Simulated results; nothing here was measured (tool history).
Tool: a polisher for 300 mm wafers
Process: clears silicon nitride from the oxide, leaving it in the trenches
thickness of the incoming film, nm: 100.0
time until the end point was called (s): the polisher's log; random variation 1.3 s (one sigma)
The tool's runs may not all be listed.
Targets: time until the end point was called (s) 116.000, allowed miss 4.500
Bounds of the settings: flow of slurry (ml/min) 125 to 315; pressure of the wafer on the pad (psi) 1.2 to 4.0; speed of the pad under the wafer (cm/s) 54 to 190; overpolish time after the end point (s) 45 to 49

run	day	flow of slurry (ml/min)	pressure of the wafer on the pad (psi)	speed of the pad under the wafer (cm/s)	overpolish time after the end point (s)	time until the end point was called (s)
1	0.000	205	2.6	122	45	77.223
2	0.046	205	2.6	142	45	65.236
3	0.321	205	2.6	142	45	67.659
4	0.633	205	2.3	142	45	74.149
5	0.992	205	2.1	140	45	83.635
6	1.112	205	2.1	140	49	82.291
7	1.483	205	1.9	140	49	93.033
8	1.692	205	1.8	140	49	99.016
9	1.992	205	1.7	140	49	101.410
10	2.083	205	1.6	140	49	107.640

4 next moves are on the table. One of them brings every result within its allowed miss. Which?
A	2.175	175	1.3	162	45	?
B	2.175	215	1.5	128	45	?
C	2.175	240	1.7	130	45	?
D	2.175	185	1.3	148	45	?

move	time until the end point was called (s)
A	115.610
B	121.260
C	104.680
D	124.440
A: meets every target
B: takes the result that was furthest off past its target
C: further off than the last run
D: takes the result that was furthest off past its target
The right move is A.
